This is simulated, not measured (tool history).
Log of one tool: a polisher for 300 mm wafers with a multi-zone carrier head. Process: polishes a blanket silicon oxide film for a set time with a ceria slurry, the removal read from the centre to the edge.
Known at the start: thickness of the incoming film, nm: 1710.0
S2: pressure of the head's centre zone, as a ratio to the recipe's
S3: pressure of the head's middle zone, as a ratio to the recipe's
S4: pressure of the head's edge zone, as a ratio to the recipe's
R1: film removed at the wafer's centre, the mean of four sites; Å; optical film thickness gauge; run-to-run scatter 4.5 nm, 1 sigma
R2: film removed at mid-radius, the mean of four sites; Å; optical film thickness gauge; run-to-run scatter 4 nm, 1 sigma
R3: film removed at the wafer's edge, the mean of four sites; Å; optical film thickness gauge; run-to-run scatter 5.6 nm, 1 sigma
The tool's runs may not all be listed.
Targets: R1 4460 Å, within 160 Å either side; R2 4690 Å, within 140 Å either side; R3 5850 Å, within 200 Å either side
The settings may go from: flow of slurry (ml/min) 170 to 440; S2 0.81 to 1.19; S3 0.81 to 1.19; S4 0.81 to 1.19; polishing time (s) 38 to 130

{"run": 1, "hour": 0.0, "flow of slurry (ml/min)": 280, "S2": 1, "S3": 1, "S4": 1, "polishing time (s)": 84, "R1": 4761.6, "R2": 4794, "R3": 4730.7}
{"run": 2, "hour": 4.4, "flow of slurry (ml/min)": 275, "S2": 0.96, "S3": 0.97, "S4": 1.04, "polishing time (s)": 86, "R1": 4623.5, "R2": 4827.9, "R3": 5022.6}
{"run": 3, "hour": 9.4, "flow of slurry (ml/min)": 275, "S2": 0.95, "S3": 0.95, "S4": 1.07, "polishing time (s)": 87, "R1": 4652.9, "R2": 4706.9, "R3": 5093.7}
{"run": 4, "hour": 18.2, "flow of slurry (ml/min)": 250, "S2": 0.95, "S3": 0.95, "S4": 1.07, "polishing time (s)": 87, "R1": 4644.8, "R2": 4757.1, "R3": 5110}
{"run": 5, "hour": 24.2, "flow of slurry (ml/min)": 250, "S2": 0.93, "S3": 0.93, "S4": 1.1, "polishing time (s)": 88, "R1": 4549.6, "R2": 4682.9, "R3": 5271.7}
{"run": 6, "hour": 31.2, "flow of slurry (ml/min)": 250, "S2": 0.93, "S3": 0.93, "S4": 1.1, "polishing time (s)": 77, "R1": 4042.7, "R2": 4065.8, "R3": 4638.5}
{"run": 7, "hour": 33.5, "flow of slurry (ml/min)": 250, "S2": 0.91, "S3": 0.92, "S4": 1.12, "polishing time (s)": 80, "R1": 4103.4, "R2": 4219.6, "R3": 4789}
{"run": 8, "hour": 42.3, "flow of slurry (ml/min)": 245, "S2": 0.89, "S3": 0.9, "S4": 1.14, "polishing time (s)": 83, "R1": 4147.9, "R2": 4296.9, "R3": 5059.5}

Below are 4 possible settings for the next run. Only one of them brings all results inside the allowed miss of their targets. Which is it?
{"run": "A", "hour": 51.1, "flow of slurry (ml/min)": 340, "S2": 1.1, "S3": 1.14, "S4": 0.88, "polishing time (s)": 72, "R1": "?", "R2": "?", "R3": "?"}
{"run": "B", "hour": 51.1, "flow of slurry (ml/min)": 240, "S2": 0.98, "S3": 0.87, "S4": 1.02, "polishing time (s)": 84, "R1": "?", "R2": "?", "R3": "?"}
{"run": "C", "hour": 51.1, "flow of slurry (ml/min)": 230, "S2": 0.93, "S3": 0.91, "S4": 1.1, "polishing time (s)": 95, "R1": "?", "R2": "?", "R3": "?"}
{"run": "D", "hour": 51.1, "flow of slurry (ml/min)": 245, "S2": 0.82, "S3": 0.83, "S4": 1.12, "polishing time (s)": 97, "R1": "?", "R2": "?", "R3": "?"}

move=A R1=4550.9 R2=4665 R3=3919.4
move=B R1=4550.9 R2=4196.3 R3=4799.3
move=C R1=4858.7 R2=4903.9 R3=5612.7
move=D R1=4399.9 R2=4675.4 R3=5819.5
A: further off than the last run
B: further off than the last run
C: an improvement on the last run, though not all results are within tolerance
D: every result within its allowed miss
Correct choice: D, which meets every target
